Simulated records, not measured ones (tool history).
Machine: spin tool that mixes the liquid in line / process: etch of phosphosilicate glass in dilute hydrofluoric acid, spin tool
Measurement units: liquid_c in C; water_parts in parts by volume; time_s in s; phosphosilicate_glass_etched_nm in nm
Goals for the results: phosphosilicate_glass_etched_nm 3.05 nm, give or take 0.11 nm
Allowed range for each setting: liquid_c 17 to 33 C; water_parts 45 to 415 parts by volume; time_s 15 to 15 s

run	hour	liquid_c	water_parts	time_s	phosphosilicate_glass_etched_nm
1	0	25	230	15	6.1062
2	7.4	25	265	15	5.086
3	10.5	25	265	15	5.0782
4	13.6	23.5	265	15	4.8469
5	21.6	23.5	265	15	4.8118
6	25.2	23.5	265	15	4.7742
7	29	23.5	265	15	4.8146
8	33.9	22	275	15	4.4058
9	35.7	21	285	15	3.9642
10	38.8	20	290	15	3.7983
11	41.5	19.5	295	15	3.5589
12	47.7	19	300	15	3.465
13	49.2	18.5	305	15	3.3945
14	54.5	18	310	15	3.1882
15	60.5	18	310	15	3.1806

Pick the move, out of 5, that brings all results within their allowed miss; only one does.
A	66.5	17.5	315	15	?
B	66.5	18	300	15	?
C	66.5	17	300	15	?
D	66.5	17	330	15	?
E	66.5	19.5	320	15	?

move	phosphosilicate_glass_etched_nm
A	3.1387
B	3.4007
C	3.275
D	2.9045
E	3.3119
A: all results land within tolerance of their targets
B: the biggest miss grows against the last run
C: the biggest miss grows against the last run
D: takes the biggest miss from the last run beyond its target
E: the biggest miss grows against the last run
A meets every target.
